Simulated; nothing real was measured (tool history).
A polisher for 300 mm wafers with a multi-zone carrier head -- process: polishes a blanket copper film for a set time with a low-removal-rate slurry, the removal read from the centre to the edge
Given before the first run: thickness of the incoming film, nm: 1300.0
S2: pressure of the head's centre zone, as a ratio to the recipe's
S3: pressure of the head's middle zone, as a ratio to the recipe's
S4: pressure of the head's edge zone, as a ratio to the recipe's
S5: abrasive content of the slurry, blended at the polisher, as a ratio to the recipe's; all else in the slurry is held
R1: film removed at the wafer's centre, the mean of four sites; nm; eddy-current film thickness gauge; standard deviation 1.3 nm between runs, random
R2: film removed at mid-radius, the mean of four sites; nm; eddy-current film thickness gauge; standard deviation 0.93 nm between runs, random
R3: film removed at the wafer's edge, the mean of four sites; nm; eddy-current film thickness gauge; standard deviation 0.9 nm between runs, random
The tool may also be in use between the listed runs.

run 1 hour=0.0 | flow_of_slurry_(ml/min)=290 S2=1.00 S3=1.00 S4=1.00 S5=1.00 polishing_time_(s)=36 | R1=100.040 R2=99.972 R3=101.43
run 2 hour=0.8 | flow_of_slurry_(ml/min)=300 S2=0.99 S3=1.05 S4=1.04 S5=1.10 polishing_time_(s)=36 | R1=104.570 R2=107.830 R3=105.20
run 3 hour=2.6 | flow_of_slurry_(ml/min)=350 S2=0.99 S3=1.05 S4=1.04 S5=1.10 polishing_time_(s)=36 | R1=101.780 R2=107.300 R3=105.98
run 4 hour=8.9 | flow_of_slurry_(ml/min)=350 S2=0.92 S3=1.05 S4=1.04 S5=1.10 polishing_time_(s)=36 | R1=96.164 R2=108.490 R3=106.41
run 5 hour=13.6 | flow_of_slurry_(ml/min)=350 S2=0.92 S3=1.05 S4=1.11 S5=1.10 polishing_time_(s)=36 | R1=96.622 R2=106.800 R3=110.05
run 6 hour=17.9 | flow_of_slurry_(ml/min)=350 S2=0.92 S3=1.08 S4=1.12 S5=1.20 polishing_time_(s)=36 | R1=97.336 R2=113.120 R3=113.69
run 7 hour=21.7 | flow_of_slurry_(ml/min)=350 S2=0.94 S3=1.10 S4=1.13 S5=1.25 polishing_time_(s)=36 | R1=97.953 R2=117.210 R3=112.81

Run 8, settings as shown, results not yet in. Your forecast:
run 8 hour=23.9 | flow_of_slurry_(ml/min)=350 S2=0.96 S3=1.10 S4=1.14 S5=1.30 polishing_time_(s)=36 | R1=? R2=? R3=?

{"run 8": {"R1": 101.64, "R2": 115.37, "R3": 115.14}}
